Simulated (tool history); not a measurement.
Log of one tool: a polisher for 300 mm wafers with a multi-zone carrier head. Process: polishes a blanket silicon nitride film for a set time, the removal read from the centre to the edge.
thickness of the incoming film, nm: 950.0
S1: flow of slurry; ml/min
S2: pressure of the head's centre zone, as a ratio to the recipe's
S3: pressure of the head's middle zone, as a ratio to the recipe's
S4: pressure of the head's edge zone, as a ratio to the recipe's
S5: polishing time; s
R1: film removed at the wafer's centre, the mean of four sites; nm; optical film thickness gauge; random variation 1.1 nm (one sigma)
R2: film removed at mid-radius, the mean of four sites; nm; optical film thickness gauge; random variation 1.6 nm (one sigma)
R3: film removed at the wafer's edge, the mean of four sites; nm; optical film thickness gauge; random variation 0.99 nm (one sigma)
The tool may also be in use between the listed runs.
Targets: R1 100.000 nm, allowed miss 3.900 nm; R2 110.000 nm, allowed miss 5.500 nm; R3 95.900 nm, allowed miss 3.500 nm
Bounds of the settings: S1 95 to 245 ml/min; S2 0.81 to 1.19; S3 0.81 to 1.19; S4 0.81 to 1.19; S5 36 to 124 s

run,day,S1,S2,S3,S4,S5,R1,R2,R3
1,0.000,155,1.00,1.00,1.00,79,171.530,165.670,162.580
2,0.200,155,1.00,1.00,1.08,79,168.860,168.070,166.620
3,0.458,155,0.99,1.04,1.04,66,144.880,149.550,135.140
4,0.496,155,0.99,0.99,1.04,66,144.180,139.160,135.750
5,0.779,150,0.95,1.00,1.01,59,121.060,125.800,117.820
6,0.942,150,0.95,1.00,0.97,59,120.800,123.050,116.010
7,1.025,135,0.91,1.09,0.87,46,89.388,104.700,85.305
8,1.117,150,0.91,1.07,0.90,46,91.772,106.960,87.887
9,1.296,155,0.92,1.06,0.93,46,93.141,102.320,89.972

5 next moves are on the table. One of them brings every result within its allowed miss. Which?
A,1.475,185,0.93,1.04,0.94,48,?,?,?
B,1.475,205,0.99,1.12,0.88,49,?,?,?
C,1.475,175,0.98,1.00,0.97,43,?,?,?
D,1.475,150,0.95,1.04,0.94,44,?,?,?
E,1.475,200,0.91,0.89,1.09,46,?,?,?

move,R1,R2,R3
A,102.440,112.360,97.317
B,113.330,124.010,97.352
C,95.776,96.495,87.961
D,92.191,99.411,86.948
E,97.189,95.570,101.230
A: meets every target
B: takes the result that was furthest off past its target
C: further off than the last run
D: further off than the last run
E: brings the result that was furthest off to its target, and leaves another outside
Move A is the one to make.
